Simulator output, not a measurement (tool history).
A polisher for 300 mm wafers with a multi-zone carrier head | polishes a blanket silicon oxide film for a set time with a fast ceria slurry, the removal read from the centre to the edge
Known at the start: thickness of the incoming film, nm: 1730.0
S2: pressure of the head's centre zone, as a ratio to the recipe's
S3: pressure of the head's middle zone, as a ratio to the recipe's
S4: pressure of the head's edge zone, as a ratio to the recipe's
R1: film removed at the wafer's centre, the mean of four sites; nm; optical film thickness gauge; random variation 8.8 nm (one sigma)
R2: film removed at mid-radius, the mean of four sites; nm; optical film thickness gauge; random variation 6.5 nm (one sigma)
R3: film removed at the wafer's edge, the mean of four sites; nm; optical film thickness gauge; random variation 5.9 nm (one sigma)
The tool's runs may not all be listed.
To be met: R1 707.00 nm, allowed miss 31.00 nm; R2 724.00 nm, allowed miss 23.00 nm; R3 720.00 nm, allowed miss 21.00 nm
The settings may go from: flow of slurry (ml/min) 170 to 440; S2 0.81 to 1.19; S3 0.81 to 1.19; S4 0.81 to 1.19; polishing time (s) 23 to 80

run 1 day=0.000 | flow_of_slurry_(ml/min)=280 S2=1.00 S3=1.00 S4=1.00 polishing_time_(s)=51 | R1=575.68 R2=613.35 R3=619.25
run 2 day=0.067 | flow_of_slurry_(ml/min)=290 S2=1.02 S3=1.02 S4=1.03 polishing_time_(s)=52 | R1=607.22 R2=634.25 R3=648.92
run 3 day=0.438 | flow_of_slurry_(ml/min)=290 S2=0.93 S3=1.02 S4=1.03 polishing_time_(s)=52 | R1=554.88 R2=638.89 R3=642.28
run 4 day=0.796 | flow_of_slurry_(ml/min)=235 S2=0.93 S3=1.02 S4=1.03 polishing_time_(s)=52 | R1=551.96 R2=631.16 R3=629.38
run 5 day=1.012 | flow_of_slurry_(ml/min)=180 S2=0.93 S3=1.02 S4=1.03 polishing_time_(s)=52 | R1=530.63 R2=604.65 R3=618.67
run 6 day=1.358 | flow_of_slurry_(ml/min)=205 S2=0.97 S3=1.04 S4=1.05 polishing_time_(s)=53 | R1=572.43 R2=640.45 R3=631.11
run 7 day=1.383 | flow_of_slurry_(ml/min)=225 S2=0.99 S3=1.04 S4=1.07 polishing_time_(s)=54 | R1=606.35 R2=660.26 R3=653.71
run 8 day=1.588 | flow_of_slurry_(ml/min)=245 S2=1.00 S3=1.04 S4=1.09 polishing_time_(s)=54 | R1=607.36 R2=664.06 R3=669.12
run 9 day=1.688 | flow_of_slurry_(ml/min)=260 S2=1.02 S3=1.05 S4=1.10 polishing_time_(s)=54 | R1=616.87 R2=664.74 R3=683.92
run 10 day=1.788 | flow_of_slurry_(ml/min)=270 S2=1.04 S3=1.06 S4=1.10 polishing_time_(s)=54 | R1=640.04 R2=679.40 R3=680.51

Which of these 5 next moves meets every target?
run A day=1.888 | flow_of_slurry_(ml/min)=215 S2=1.11 S3=1.01 S4=1.10 polishing_time_(s)=58 | R1=? R2=? R3=?
run B day=1.888 | flow_of_slurry_(ml/min)=250 S2=1.07 S3=1.06 S4=1.07 polishing_time_(s)=58 | R1=? R2=? R3=?
run C day=1.888 | flow_of_slurry_(ml/min)=325 S2=0.85 S3=1.07 S4=1.17 polishing_time_(s)=56 | R1=? R2=? R3=?
run D day=1.888 | flow_of_slurry_(ml/min)=290 S2=0.86 S3=1.18 S4=1.06 polishing_time_(s)=54 | R1=? R2=? R3=?
run E day=1.888 | flow_of_slurry_(ml/min)=225 S2=1.04 S3=1.07 S4=1.13 polishing_time_(s)=54 | R1=? R2=? R3=?

move=A R1=715.11 R2=687.72 R3=713.02
move=B R1=703.96 R2=727.63 R3=712.90
move=C R1=568.61 R2=725.30 R3=726.13
move=D R1=548.57 R2=753.61 R3=667.08
move=E R1=631.55 R2=675.83 R3=672.93
A: brings the result that was furthest off to its target, and leaves another outside
B: meets every target
C: further off than the last run
D: further off than the last run
E: further off than the last run
The right move is B.

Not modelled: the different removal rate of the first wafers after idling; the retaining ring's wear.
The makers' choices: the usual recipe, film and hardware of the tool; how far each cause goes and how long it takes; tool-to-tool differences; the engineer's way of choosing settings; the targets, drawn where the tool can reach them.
